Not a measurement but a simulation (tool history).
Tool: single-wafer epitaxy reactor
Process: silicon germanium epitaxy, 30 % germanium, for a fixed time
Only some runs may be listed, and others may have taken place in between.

run,hour,wafer temperature setpoint (pyrometer-controlled) (K),chamber pressure (Torr),mean film thickness on the monitor wafer (Å)
1,0.0,848.15,22.0,344.98
2,4.8,849.15,22.0,351.15
3,12.5,850.15,22.0,355.71
4,16.2,850.15,24.0,366.92
5,18.2,850.15,22.4,355.89
6,26.8,851.15,22.4,363.60
7,34.1,852.15,22.4,371.13
8,42.6,853.15,22.4,375.05
9,46.1,854.15,22.4,380.19
10,49.8,855.15,22.4,389.71
# hour 51.7: capacitance manometer re-zeroed and calibrated
11,51.7,856.15,22.4,407.43

For run 12, what comes out?
12,57.4,858.15,22.4,?

Logged for run 12: mean film thickness on the monitor wafer (Å) 417.25.
